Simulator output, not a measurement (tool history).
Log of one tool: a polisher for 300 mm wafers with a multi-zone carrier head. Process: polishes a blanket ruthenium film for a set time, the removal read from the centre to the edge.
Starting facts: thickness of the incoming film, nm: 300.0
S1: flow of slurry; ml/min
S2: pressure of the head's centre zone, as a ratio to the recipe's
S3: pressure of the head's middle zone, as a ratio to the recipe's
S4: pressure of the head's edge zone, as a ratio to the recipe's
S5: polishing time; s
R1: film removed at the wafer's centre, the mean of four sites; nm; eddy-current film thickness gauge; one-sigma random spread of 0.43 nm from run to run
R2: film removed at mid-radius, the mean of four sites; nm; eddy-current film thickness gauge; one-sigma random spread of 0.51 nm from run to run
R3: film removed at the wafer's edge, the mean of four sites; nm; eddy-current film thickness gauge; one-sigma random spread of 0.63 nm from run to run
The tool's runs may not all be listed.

{"run": 1, "hour": 0.0, "S1": 175, "S2": 1, "S3": 1, "S4": 1, "S5": 84, "R1": 58.757, "R2": 57.836, "R3": 58.778}
{"run": 2, "hour": 2.2, "S1": 165, "S2": 0.95, "S3": 0.99, "S4": 0.97, "S5": 76, "R1": 49.419, "R2": 50.59, "R3": 51.965}
{"run": 3, "hour": 10.0, "S1": 165, "S2": 0.95, "S3": 1.03, "S4": 0.97, "S5": 76, "R1": 50.355, "R2": 52.983, "R3": 51.407}
{"run": 4, "hour": 17.3, "S1": 155, "S2": 0.91, "S3": 1.02, "S4": 0.95, "S5": 72, "R1": 45.048, "R2": 49.736, "R3": 46.505}
{"run": 5, "hour": 21.9, "S1": 155, "S2": 0.91, "S3": 1.02, "S4": 0.91, "S5": 72, "R1": 43.309, "R2": 48.469, "R3": 46.714}
{"run": 6, "hour": 22.7, "S1": 120, "S2": 0.91, "S3": 1.02, "S4": 0.91, "S5": 72, "R1": 40.906, "R2": 45.841, "R3": 44.107}
{"run": 7, "hour": 29.4, "S1": 115, "S2": 0.89, "S3": 1, "S4": 0.9, "S5": 72, "R1": 39.845, "R2": 44.673, "R3": 43.948}

Estimate the outcome of run 8 from the log above:
{"run": 8, "hour": 34.3, "S1": 115, "S2": 0.88, "S3": 0.99, "S4": 0.89, "S5": 71, "R1": "?", "R2": "?", "R3": "?"}

R1: 38.846 nm
R2: 43.408 nm
R3: 43.882 nm
